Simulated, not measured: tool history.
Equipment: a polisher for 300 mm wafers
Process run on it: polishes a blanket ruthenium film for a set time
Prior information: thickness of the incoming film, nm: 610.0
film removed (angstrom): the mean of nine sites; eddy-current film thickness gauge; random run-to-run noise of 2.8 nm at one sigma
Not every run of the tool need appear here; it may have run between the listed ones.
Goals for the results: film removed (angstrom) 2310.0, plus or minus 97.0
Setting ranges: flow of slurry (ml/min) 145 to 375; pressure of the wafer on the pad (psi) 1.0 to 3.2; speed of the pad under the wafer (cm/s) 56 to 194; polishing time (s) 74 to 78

| run | day | flow of slurry (ml/min) | pressure of the wafer on the pad (psi) | speed of the pad under the wafer (cm/s) | polishing time (s) | film removed (angstrom) |
|---|---|---|---|---|---|---|
| 1 | 0.000 | 240 | 2.1 | 124 | 74 | 1262.3 |
| 2 | 0.350 | 240 | 2.1 | 112 | 74 | 1164.5 |
| 3 | 0.608 | 240 | 2.4 | 118 | 74 | 1353.9 |
| 4 | 0.842 | 240 | 2.4 | 92 | 74 | 1146.5 |
| 5 | 1.221 | 190 | 2.4 | 92 | 74 | 1095.5 |
| 6 | 1.579 | 150 | 2.4 | 92 | 74 | 1066.2 |
| 7 | 1.904 | 160 | 2.6 | 108 | 74 | 1298.1 |
| 8 | 2.100 | 160 | 2.6 | 108 | 74 | 1272.7 |
| 9 | 2.462 | 175 | 2.8 | 122 | 74 | 1547.4 |
| 10 | 2.538 | 185 | 2.9 | 132 | 74 | 1698.8 |
| 11 | 2.567 | 190 | 3.0 | 140 | 74 | 1867.0 |

4 candidate next runs follow, results not yet known. Just one meets every target within its allowed miss. Identify it.
| A | 2.596 | 225 | 2.7 | 184 | 78 | ? |
| B | 2.596 | 250 | 3.2 | 176 | 77 | ? |
| C | 2.596 | 220 | 3.1 | 180 | 78 | ? |
| D | 2.596 | 180 | 3.2 | 182 | 78 | ? |

| move | film removed (angstrom) |
|---|---|
| A | 2321.3 |
| B | 2636.1 |
| C | 2595.5 |
| D | 2618.5 |
A: in spec on every target
B: pushes the last run's worst result past its target
C: pushes the last run's worst result past its target
D: pushes the last run's worst result past its target
A is the move that brings every result within its allowed miss.

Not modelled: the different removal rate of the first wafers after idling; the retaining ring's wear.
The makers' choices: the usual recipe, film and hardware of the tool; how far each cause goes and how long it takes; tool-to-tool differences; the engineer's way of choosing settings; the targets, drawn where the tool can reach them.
